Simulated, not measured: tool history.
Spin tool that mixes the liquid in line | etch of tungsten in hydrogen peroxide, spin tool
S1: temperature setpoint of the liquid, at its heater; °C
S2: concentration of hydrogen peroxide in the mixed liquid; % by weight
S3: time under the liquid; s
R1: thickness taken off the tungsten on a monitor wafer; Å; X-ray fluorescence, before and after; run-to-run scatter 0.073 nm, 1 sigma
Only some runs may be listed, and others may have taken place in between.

Run 1, hour 0.0: S1 49.0 °C, S2 16 % by weight, S3 15 s. Result: R1 173.130 Å.
Run 2, hour 8.1: S1 49.0 °C, S2 14 % by weight, S3 15 s. Result: R1 162.950 Å.
Run 3, hour 10.6: S1 49.0 °C, S2 14 % by weight, S3 15 s. Result: R1 162.550 Å.
Run 4, hour 18.3: S1 46.5 °C, S2 14 % by weight, S3 15 s. Result: R1 141.550 Å.
Run 5, hour 18.9: S1 46.5 °C, S2 14 % by weight, S3 15 s. Result: R1 141.060 Å.
Run 6, hour 21.3: S1 46.5 °C, S2 12 % by weight, S3 15 s. Result: R1 128.430 Å.

What will run 7 give?
Run 7, hour 26.6: S1 39.0 °C, S2 12 % by weight, S3 15 s. Result: R1 ?.

Run 7 measured R1 79.814 Å.
